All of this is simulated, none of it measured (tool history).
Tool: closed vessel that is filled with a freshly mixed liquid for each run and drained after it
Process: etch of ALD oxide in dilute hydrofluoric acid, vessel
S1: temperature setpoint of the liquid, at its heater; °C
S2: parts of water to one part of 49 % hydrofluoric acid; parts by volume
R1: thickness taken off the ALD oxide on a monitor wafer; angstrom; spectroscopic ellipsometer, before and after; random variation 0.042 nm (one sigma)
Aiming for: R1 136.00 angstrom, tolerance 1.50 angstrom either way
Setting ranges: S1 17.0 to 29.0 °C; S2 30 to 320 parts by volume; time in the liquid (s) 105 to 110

run 1 hour=0.0 | S1=21.0 S2=175 time_in_the_liquid_(s)=105 | R1=117.10
run 2 hour=2.4 | S1=22.0 S2=175 time_in_the_liquid_(s)=105 | R1=121.76
run 3 hour=3.4 | S1=23.0 S2=175 time_in_the_liquid_(s)=105 | R1=127.05
run 4 hour=11.3 | S1=23.5 S2=175 time_in_the_liquid_(s)=105 | R1=129.26
run 5 hour=16.6 | S1=23.5 S2=150 time_in_the_liquid_(s)=105 | R1=154.38
run 6 hour=17.3 | S1=22.5 S2=150 time_in_the_liquid_(s)=105 | R1=149.03
run 7 hour=18.0 | S1=22.0 S2=150 time_in_the_liquid_(s)=105 | R1=146.09
run 8 hour=20.4 | S1=21.5 S2=150 time_in_the_liquid_(s)=105 | R1=143.05
-- hour=21.1 thermometer replaced
run 9 hour=21.1 | S1=20.0 S2=150 time_in_the_liquid_(s)=105 | R1=145.12
run 10 hour=22.9 | S1=19.0 S2=150 time_in_the_liquid_(s)=105 | R1=140.31

Of the 4 settings listed for the next run, only one would bring every result within its allowed miss of target. Which one?
run A hour=24.7 | S1=19.5 S2=150 time_in_the_liquid_(s)=110 | R1=?
run B hour=24.7 | S1=19.0 S2=160 time_in_the_liquid_(s)=110 | R1=?
run C hour=24.7 | S1=20.0 S2=160 time_in_the_liquid_(s)=110 | R1=?
run D hour=24.7 | S1=18.0 S2=145 time_in_the_liquid_(s)=105 | R1=?

move=A R1=148.89
move=B R1=135.44
move=C R1=140.93
move=D R1=139.09
A: the biggest miss grows against the last run
B: in spec on every target
C: the biggest miss grows against the last run
D: moves toward the targets from the last run without getting all of them in spec
B meets every target.
